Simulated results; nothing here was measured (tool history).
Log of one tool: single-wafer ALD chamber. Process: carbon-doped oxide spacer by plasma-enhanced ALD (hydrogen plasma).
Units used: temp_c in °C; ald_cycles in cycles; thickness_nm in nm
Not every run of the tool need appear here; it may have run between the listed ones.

run	day	temp_c	ald_cycles	thickness_nm
1	0.000	405	408	21.411
2	0.350	406	402	21.056
3	0.533	407	397	20.911
4	0.600	414	397	19.993
5	0.675	422	397	19.422
6	0.975	413	397	20.315
7	1.146	413	397	20.016

Estimate the outcome of run 8 from the log above:
8	1.221	414	395	?

{"run 8": {"thickness_nm": 20.156}}

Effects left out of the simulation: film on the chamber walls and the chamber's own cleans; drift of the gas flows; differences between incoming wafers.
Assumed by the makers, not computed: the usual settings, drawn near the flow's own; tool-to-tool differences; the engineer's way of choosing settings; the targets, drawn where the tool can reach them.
